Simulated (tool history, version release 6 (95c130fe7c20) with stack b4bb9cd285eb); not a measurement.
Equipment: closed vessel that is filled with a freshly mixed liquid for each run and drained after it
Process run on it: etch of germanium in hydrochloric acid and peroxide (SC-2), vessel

run  hour  temperature setpoint of the liquid (°C)  parts of water to one part each of 37 % hydrochloric acid and 30 % peroxide (parts by volume)  time in the liquid (s)  thickness taken off the germanium on a monitor wafer (Å)
  1   0.0                                     50.0                                                                                            5.5                      90                                                    1649.5
  2   5.1                                     50.0                                                                                            5.5                      90                                                    1662.5
  3  11.5                                     54.5                                                                                            5.5                      90                                                    1907.1
  4  15.1                                     49.0                                                                                            5.5                      90                                                    1597.5
  5  23.5                                     47.0                                                                                            5.5                      90                                                    1500.7
  6  28.5                                     47.0                                                                                            4.0                      90                                                    1506.9

Predict the results of run 7:
  7  31.0                                     45.5                                                                                            4.0                      90                                                         ?

Run 7 gave thickness taken off the germanium on a monitor wafer (Å) 1439.2.
